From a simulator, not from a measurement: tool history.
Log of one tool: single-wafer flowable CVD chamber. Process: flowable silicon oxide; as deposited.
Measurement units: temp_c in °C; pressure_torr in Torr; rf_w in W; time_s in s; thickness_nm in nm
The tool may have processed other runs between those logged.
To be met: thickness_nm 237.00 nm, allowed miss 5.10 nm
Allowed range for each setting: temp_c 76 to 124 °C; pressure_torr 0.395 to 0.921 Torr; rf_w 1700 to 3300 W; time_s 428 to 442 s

| run | hour | temp_c | pressure_torr | rf_w | time_s | thickness_nm |
|---|---|---|---|---|---|---|
| 1 | 0.0 | 100 | 0.658 | 2500 | 428 | 206.39 |
| 2 | 4.7 | 104 | 0.658 | 2500 | 428 | 177.20 |
| 3 | 6.0 | 104 | 0.658 | 2300 | 428 | 174.09 |
| 4 | 9.3 | 104 | 0.593 | 2300 | 428 | 158.40 |
| 5 | 14.9 | 104 | 0.633 | 2300 | 428 | 168.85 |
| 6 | 19.8 | 104 | 0.633 | 2300 | 442 | 174.17 |
| 7 | 27.2 | 102 | 0.633 | 2300 | 442 | 188.05 |
| 8 | 35.2 | 100 | 0.633 | 2300 | 442 | 202.14 |
| 9 | 43.9 | 99 | 0.633 | 2300 | 442 | 210.95 |
| 10 | 49.6 | 98 | 0.633 | 2300 | 442 | 219.06 |
| 11 | 55.2 | 97 | 0.633 | 2300 | 442 | 227.42 |

Which of these 4 next moves meets every target?
| A | 60.8 | 91 | 0.556 | 2400 | 436 | ? |
| B | 60.8 | 96 | 0.668 | 2485 | 442 | ? |
| C | 60.8 | 99 | 0.656 | 1950 | 442 | ? |
| D | 60.8 | 94 | 0.602 | 2265 | 436 | ? |

| move | thickness_nm |
|---|---|
| A | 249.26 |
| B | 250.62 |
| C | 210.31 |
| D | 237.90 |
A: takes the result that was furthest off past its target
B: takes the result that was furthest off past its target
C: misses by more than the last run did
D: hits every target within its allowed miss
D meets every target.

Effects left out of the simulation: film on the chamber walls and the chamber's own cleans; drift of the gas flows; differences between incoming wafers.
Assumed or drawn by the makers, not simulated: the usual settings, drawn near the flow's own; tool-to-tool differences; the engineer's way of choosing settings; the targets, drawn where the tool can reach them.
